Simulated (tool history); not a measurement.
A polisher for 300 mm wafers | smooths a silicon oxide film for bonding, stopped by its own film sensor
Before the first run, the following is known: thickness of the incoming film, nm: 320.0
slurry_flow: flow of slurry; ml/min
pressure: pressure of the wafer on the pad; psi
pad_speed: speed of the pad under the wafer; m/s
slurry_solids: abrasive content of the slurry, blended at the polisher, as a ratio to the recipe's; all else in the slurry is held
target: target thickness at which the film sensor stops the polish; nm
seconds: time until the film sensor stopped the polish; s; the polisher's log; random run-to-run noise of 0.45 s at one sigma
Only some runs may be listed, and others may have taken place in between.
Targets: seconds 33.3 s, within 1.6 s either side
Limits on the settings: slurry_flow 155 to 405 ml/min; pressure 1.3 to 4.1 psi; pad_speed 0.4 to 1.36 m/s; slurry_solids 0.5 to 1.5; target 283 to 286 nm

Run 1, day 0: slurry_flow 260 ml/min, pressure 2.7 psi, pad_speed 0.88 m/s, slurry_solids 1, target 283 nm. Result: seconds 46.555 s.
Run 2, day 0.083: slurry_flow 260 ml/min, pressure 2.7 psi, pad_speed 0.88 m/s, slurry_solids 1, target 286 nm. Result: seconds 43.234 s.
Run 3, day 0.338: slurry_flow 260 ml/min, pressure 2.7 psi, pad_speed 0.88 m/s, slurry_solids 1, target 283 nm. Result: seconds 47.131 s.
Run 4, day 0.412: slurry_flow 260 ml/min, pressure 2.8 psi, pad_speed 0.88 m/s, slurry_solids 1, target 283 nm. Result: seconds 45.165 s.
Run 5, day 0.675: slurry_flow 260 ml/min, pressure 2.8 psi, pad_speed 0.72 m/s, slurry_solids 1, target 283 nm. Result: seconds 50.39 s.
Run 6, day 1.004: slurry_flow 215 ml/min, pressure 2.8 psi, pad_speed 0.72 m/s, slurry_solids 1, target 283 nm. Result: seconds 50.987 s.
Run 7, day 1.308: slurry_flow 215 ml/min, pressure 2.9 psi, pad_speed 0.72 m/s, slurry_solids 1, target 283 nm. Result: seconds 51.042 s.
Run 8, day 1.479: slurry_flow 215 ml/min, pressure 3.6 psi, pad_speed 0.84 m/s, slurry_solids 1, target 283 nm. Result: seconds 38.98 s.
Run 9, day 1.796: slurry_flow 215 ml/min, pressure 3.7 psi, pad_speed 0.84 m/s, slurry_solids 1, target 283 nm. Result: seconds 39.378 s.
Run 10, day 1.825: slurry_flow 215 ml/min, pressure 3.7 psi, pad_speed 0.86 m/s, slurry_solids 1, target 283 nm. Result: seconds 37.512 s.
Run 11, day 1.904: slurry_flow 215 ml/min, pressure 3.9 psi, pad_speed 0.88 m/s, slurry_solids 1, target 283 nm. Result: seconds 37.12 s.
Run 12, day 2.262: slurry_flow 215 ml/min, pressure 3.9 psi, pad_speed 0.88 m/s, slurry_solids 1, target 283 nm. Result: seconds 36.232 s.
Run 13, day 2.375: slurry_flow 215 ml/min, pressure 4 psi, pad_speed 0.92 m/s, slurry_solids 1, target 283 nm. Result: seconds 34.992 s.

Exactly one of the 5 candidate moves below puts every result within its allowed miss. Which one?
Run A, day 2.488: slurry_flow 155 ml/min, pressure 3.8 psi, pad_speed 0.78 m/s, slurry_solids 0.95, target 286 nm. Result: seconds ?.
Run B, day 2.488: slurry_flow 220 ml/min, pressure 3.9 psi, pad_speed 0.86 m/s, slurry_solids 1, target 283 nm. Result: seconds ?.
Run C, day 2.488: slurry_flow 275 ml/min, pressure 3.6 psi, pad_speed 0.94 m/s, slurry_solids 0.9, target 283 nm. Result: seconds ?.
Run D, day 2.488: slurry_flow 255 ml/min, pressure 3.3 psi, pad_speed 0.96 m/s, slurry_solids 0.85, target 286 nm. Result: seconds ?.
Run E, day 2.488: slurry_flow 275 ml/min, pressure 3.8 psi, pad_speed 0.84 m/s, slurry_solids 1.05, target 286 nm. Result: seconds ?.

move  seconds
   A    39.02
   B   37.703
   C   40.024
   D   40.384
   E    34.34
A: misses by more than the last run did
B: misses by more than the last run did
C: misses by more than the last run did
D: misses by more than the last run did
E: meets every target
Answer: E
